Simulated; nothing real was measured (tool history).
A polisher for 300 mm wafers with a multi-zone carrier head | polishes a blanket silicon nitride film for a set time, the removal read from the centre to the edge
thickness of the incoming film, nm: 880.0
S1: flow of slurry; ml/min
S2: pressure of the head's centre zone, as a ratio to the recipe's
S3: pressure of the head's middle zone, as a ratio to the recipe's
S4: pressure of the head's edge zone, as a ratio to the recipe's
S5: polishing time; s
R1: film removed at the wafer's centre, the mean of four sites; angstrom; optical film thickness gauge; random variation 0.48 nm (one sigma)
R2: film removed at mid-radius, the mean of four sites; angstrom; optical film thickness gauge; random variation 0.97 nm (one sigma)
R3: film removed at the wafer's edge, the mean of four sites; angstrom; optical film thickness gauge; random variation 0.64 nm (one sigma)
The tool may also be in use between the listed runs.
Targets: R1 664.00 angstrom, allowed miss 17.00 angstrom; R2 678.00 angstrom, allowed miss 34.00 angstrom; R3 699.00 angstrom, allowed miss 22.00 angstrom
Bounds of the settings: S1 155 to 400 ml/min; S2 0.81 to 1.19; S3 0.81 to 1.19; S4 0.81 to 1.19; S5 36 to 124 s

Run 1, hour 0.0: S1 255 ml/min, S2 1.00, S3 1.00, S4 1.00, S5 79 s. Result: R1 1124.80 angstrom, R2 1149.00 angstrom, R3 1119.70 angstrom.
Run 2, hour 7.9: S1 255 ml/min, S2 1.00, S3 1.03, S4 1.00, S5 79 s. Result: R1 1140.30 angstrom, R2 1187.10 angstrom, R3 1102.70 angstrom.
Run 3, hour 16.6: S1 285 ml/min, S2 1.00, S3 1.03, S4 1.00, S5 79 s. Result: R1 1162.20 angstrom, R2 1195.00 angstrom, R3 1130.90 angstrom.
Run 4, hour 18.9: S1 265 ml/min, S2 0.98, S3 0.98, S4 0.96, S5 70 s. Result: R1 996.22 angstrom, R2 1023.60 angstrom, R3 976.90 angstrom.
Run 5, hour 21.7: S1 205 ml/min, S2 0.98, S3 0.98, S4 0.96, S5 70 s. Result: R1 953.92 angstrom, R2 958.62 angstrom, R3 951.37 angstrom.
Run 6, hour 30.4: S1 230 ml/min, S2 0.98, S3 0.98, S4 0.96, S5 70 s. Result: R1 970.84 angstrom, R2 999.16 angstrom, R3 974.14 angstrom.
Run 7, hour 33.8: S1 225 ml/min, S2 0.97, S3 0.95, S4 0.94, S5 63 s. Result: R1 876.09 angstrom, R2 896.01 angstrom, R3 855.51 angstrom.
Run 8, hour 37.7: S1 205 ml/min, S2 0.95, S3 0.91, S4 0.94, S5 60 s. Result: R1 796.00 angstrom, R2 810.29 angstrom, R3 817.36 angstrom.
Run 9, hour 41.8: S1 200 ml/min, S2 0.94, S3 0.88, S4 0.92, S5 58 s. Result: R1 752.29 angstrom, R2 731.35 angstrom, R3 781.73 angstrom.
Run 10, hour 45.1: S1 200 ml/min, S2 0.92, S3 0.88, S4 0.89, S5 57 s. Result: R1 734.28 angstrom, R2 740.53 angstrom, R3 749.63 angstrom.
Run 11, hour 47.0: S1 180 ml/min, S2 0.86, S3 0.81, S4 0.87, S5 53 s. Result: R1 624.36 angstrom, R2 642.35 angstrom, R3 679.94 angstrom.
Run 12, hour 55.6: S1 195 ml/min, S2 0.87, S3 0.82, S4 0.87, S5 53 s. Result: R1 630.10 angstrom, R2 643.73 angstrom, R3 699.66 angstrom.

Which of these 4 next moves meets every target?
Run A, hour 64.2: S1 160 ml/min, S2 0.88, S3 0.99, S4 0.81, S5 57 s. Result: R1 ?, R2 ?, R3 ?.
Run B, hour 64.2: S1 245 ml/min, S2 0.90, S3 0.93, S4 0.81, S5 49 s. Result: R1 ?, R2 ?, R3 ?.
Run C, hour 64.2: S1 185 ml/min, S2 0.85, S3 0.88, S4 0.87, S5 54 s. Result: R1 ?, R2 ?, R3 ?.
Run D, hour 64.2: S1 205 ml/min, S2 0.91, S3 0.89, S4 0.91, S5 52 s. Result: R1 ?, R2 ?, R3 ?.

move      R1      R2      R3
   A  663.25  787.18  709.81
   B  632.79  690.93  644.52
   C  626.63  696.16  706.41
   D  659.44  688.58  701.04
A: brings the result that was furthest off to its target, and leaves another outside
B: further off than the last run
C: further off than the last run
D: meets every target
The right move is D.
